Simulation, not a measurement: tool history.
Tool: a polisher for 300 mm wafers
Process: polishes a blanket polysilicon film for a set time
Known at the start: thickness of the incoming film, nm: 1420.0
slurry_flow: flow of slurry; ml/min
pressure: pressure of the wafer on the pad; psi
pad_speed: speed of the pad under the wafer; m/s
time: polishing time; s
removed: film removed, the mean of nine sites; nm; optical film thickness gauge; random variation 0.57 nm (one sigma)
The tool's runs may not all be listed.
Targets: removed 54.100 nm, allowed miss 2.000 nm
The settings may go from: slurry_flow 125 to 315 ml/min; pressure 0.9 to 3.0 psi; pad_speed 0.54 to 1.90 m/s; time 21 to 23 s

{"run": 1, "day": 0.0, "slurry_flow": 205, "pressure": 1.9, "pad_speed": 1.22, "time": 23, "removed": 133.75}
{"run": 2, "day": 0.338, "slurry_flow": 205, "pressure": 2.2, "pad_speed": 1.22, "time": 23, "removed": 145.29}
{"run": 3, "day": 0.433, "slurry_flow": 205, "pressure": 2.2, "pad_speed": 1.48, "time": 23, "removed": 178.18}
{"run": 4, "day": 0.562, "slurry_flow": 205, "pressure": 2.2, "pad_speed": 1.48, "time": 23, "removed": 178.03}
{"run": 5, "day": 0.871, "slurry_flow": 205, "pressure": 1.8, "pad_speed": 1.16, "time": 23, "removed": 120.38}
{"run": 6, "day": 0.967, "slurry_flow": 180, "pressure": 1.8, "pad_speed": 1.16, "time": 23, "removed": 119.77}
{"run": 7, "day": 1.167, "slurry_flow": 180, "pressure": 1.5, "pad_speed": 0.96, "time": 23, "removed": 87.495}
{"run": 8, "day": 1.329, "slurry_flow": 175, "pressure": 0.9, "pad_speed": 0.72, "time": 23, "removed": 49.622}
{"run": 9, "day": 1.625, "slurry_flow": 175, "pressure": 1.0, "pad_speed": 0.72, "time": 23, "removed": 51.869}

Which of these 4 next moves meets every target?
{"run": "A", "day": 1.921, "slurry_flow": 170, "pressure": 0.9, "pad_speed": 0.78, "time": 21, "removed": "?"}
{"run": "B", "day": 1.921, "slurry_flow": 190, "pressure": 1.3, "pad_speed": 0.7, "time": 21, "removed": "?"}
{"run": "C", "day": 1.921, "slurry_flow": 255, "pressure": 0.9, "pad_speed": 0.68, "time": 23, "removed": "?"}
{"run": "D", "day": 1.921, "slurry_flow": 150, "pressure": 1.1, "pad_speed": 0.66, "time": 23, "removed": "?"}

move=A removed=48.178
move=B removed=54.705
move=C removed=49.030
move=D removed=49.151
A: further off than the last run
B: meets every target
C: further off than the last run
D: further off than the last run
Move B is the one to make.
